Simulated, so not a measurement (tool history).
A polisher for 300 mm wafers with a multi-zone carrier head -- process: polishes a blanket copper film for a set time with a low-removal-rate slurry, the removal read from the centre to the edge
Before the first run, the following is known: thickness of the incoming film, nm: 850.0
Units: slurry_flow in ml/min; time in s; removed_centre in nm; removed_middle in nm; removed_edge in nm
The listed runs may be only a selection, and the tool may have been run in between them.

run    day  slurry_flow  centre_zone  middle_zone  edge_zone  slurry_solids  time  removed_centre  removed_middle  removed_edge
  1      0          250            1            1          1              1    64          190.67          188.52        182.84
  2  0.258          250            1            1       0.95              1    64          193.62           186.2        179.12
  3  0.412          250            1            1       0.91              1    64          191.03          190.26         178.2
  4  0.696          250            1         0.93       0.91              1    64          190.63          176.26        177.62
  5  0.988          295            1         0.93       0.91              1    64          197.46          181.86        176.87
  6  1.017          295            1         0.93       0.91            0.8    64          184.26          166.05        167.21
  7  1.096          270         0.96         0.94       0.92            0.8    64          176.05          170.76        168.99
  8  1.358          250         0.86         0.88       0.95            0.7    64          145.49          154.62        164.32

Run 9 is up next; what results do you expect?
  9  1.4          255         0.86         0.89       0.96            0.7    64               ?               ?             ?

Run 9 gave removed_centre 146.41 nm, removed_middle 155.92 nm, removed_edge 160.69 nm.
